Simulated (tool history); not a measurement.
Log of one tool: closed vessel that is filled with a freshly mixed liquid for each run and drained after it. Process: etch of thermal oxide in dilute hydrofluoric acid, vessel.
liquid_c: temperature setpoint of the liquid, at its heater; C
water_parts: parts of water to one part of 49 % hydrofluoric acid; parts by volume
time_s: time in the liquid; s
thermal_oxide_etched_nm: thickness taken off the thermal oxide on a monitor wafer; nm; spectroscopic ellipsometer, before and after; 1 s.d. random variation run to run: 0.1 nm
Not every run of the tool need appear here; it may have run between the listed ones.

run,hour,liquid_c,water_parts,time_s,thermal_oxide_etched_nm
1,0,22,295,2680,34.895
2,7.7,21.5,305,2680,32.49
3,11.7,24.5,305,2680,36.337
4,13.8,23.5,315,2680,33.724
5,14.9,22.5,320,2680,32.084
6,21.1,22.5,320,2680,32.045

Forecast run 7:
7,23.9,21.5,325,2680,?

thermal_oxide_etched_nm: 30.208 nm
